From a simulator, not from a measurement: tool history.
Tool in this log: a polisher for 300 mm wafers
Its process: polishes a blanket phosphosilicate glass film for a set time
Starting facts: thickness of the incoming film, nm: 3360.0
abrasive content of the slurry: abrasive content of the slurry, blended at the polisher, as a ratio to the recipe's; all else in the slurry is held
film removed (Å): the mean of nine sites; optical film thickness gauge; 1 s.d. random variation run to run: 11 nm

run	hour	flow of slurry (ml/min)	pressure of the wafer on the pad (kPa)	speed of the pad under the wafer (cm/s)	abrasive content of the slurry	polishing time (s)	film removed (Å)
1	0	190	29	124	1	66	8012.4
2	5	190	31	124	1	66	8353.9
3	9.2	190	31	102	1	66	7348.4
4	17.4	190	31	122	1	66	8442.4
5	25.1	190	34.5	122	1	66	9215.2
6	32.2	190	35.9	122	1	66	9750.8

Run 7 is up next; what results do you expect?
7	35.4	190	36.5	122	1	66	?

Run 7 came out at film removed (Å) 9855.6.

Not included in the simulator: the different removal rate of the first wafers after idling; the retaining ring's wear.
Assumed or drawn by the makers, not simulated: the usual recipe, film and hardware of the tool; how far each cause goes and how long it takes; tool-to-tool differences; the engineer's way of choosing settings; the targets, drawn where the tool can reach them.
